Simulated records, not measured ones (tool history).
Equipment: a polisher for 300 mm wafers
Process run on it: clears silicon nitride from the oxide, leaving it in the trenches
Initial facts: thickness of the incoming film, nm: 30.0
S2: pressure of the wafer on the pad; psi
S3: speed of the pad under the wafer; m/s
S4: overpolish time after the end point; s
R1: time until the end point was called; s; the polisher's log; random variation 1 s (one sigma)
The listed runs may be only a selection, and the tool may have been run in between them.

run 1 hour=0 | flow_of_slurry_(ml/min)=255 S2=1.6 S3=0.84 S4=34 | R1=59.559
run 2 hour=1.8 | flow_of_slurry_(ml/min)=255 S2=1.5 S3=0.84 S4=34 | R1=64.491
run 3 hour=7.2 | flow_of_slurry_(ml/min)=255 S2=1.5 S3=0.84 S4=34 | R1=64.705
run 4 hour=10.8 | flow_of_slurry_(ml/min)=255 S2=1.4 S3=0.84 S4=34 | R1=69.001
run 5 hour=13.9 | flow_of_slurry_(ml/min)=255 S2=1.4 S3=1.02 S4=34 | R1=56.841
run 6 hour=18.1 | flow_of_slurry_(ml/min)=255 S2=1.3 S3=1.02 S4=34 | R1=62.619

The next listed run, before its measurement:
run 7 hour=19.5 | flow_of_slurry_(ml/min)=255 S2=1.2 S3=1.02 S4=34 | R1=?

{"run 7": {"R1": 67.352}}

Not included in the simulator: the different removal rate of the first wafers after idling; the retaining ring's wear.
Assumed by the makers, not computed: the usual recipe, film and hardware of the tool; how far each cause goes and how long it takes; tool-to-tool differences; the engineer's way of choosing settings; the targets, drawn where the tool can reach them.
